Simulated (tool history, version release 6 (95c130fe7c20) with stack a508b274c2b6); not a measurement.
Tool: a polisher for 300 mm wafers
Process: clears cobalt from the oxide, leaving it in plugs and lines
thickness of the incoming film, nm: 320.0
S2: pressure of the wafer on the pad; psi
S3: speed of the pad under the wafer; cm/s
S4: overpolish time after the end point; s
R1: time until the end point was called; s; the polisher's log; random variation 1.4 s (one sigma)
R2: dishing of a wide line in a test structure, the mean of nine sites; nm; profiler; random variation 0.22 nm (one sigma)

run 1 day=0 | flow_of_slurry_(ml/min)=185 S2=1.7 S3=84 S4=22 | R1=90.622 R2=20.214
run 2 day=0.096 | flow_of_slurry_(ml/min)=185 S2=1.5 S3=84 S4=22 | R1=100.46 R2=20.688
run 3 day=0.454 | flow_of_slurry_(ml/min)=180 S2=1.6 S3=74 S4=17 | R1=105.57 R2=19.397
run 4 day=0.825 | flow_of_slurry_(ml/min)=180 S2=1.6 S3=74 S4=13 | R1=104.72 R2=17.934
run 5 day=1.133 | flow_of_slurry_(ml/min)=180 S2=1.5 S3=74 S4=13 | R1=113.83 R2=17.849
run 6 day=1.196 | flow_of_slurry_(ml/min)=180 S2=1.7 S3=74 S4=13 | R1=98.394 R2=18.462

Run 7 comes next. What will it give?
run 7 day=1.512 | flow_of_slurry_(ml/min)=180 S2=1.7 S3=74 S4=13 | R1=? R2=?

Run 7 gave R1 100.16 s, R2 17.914 nm.
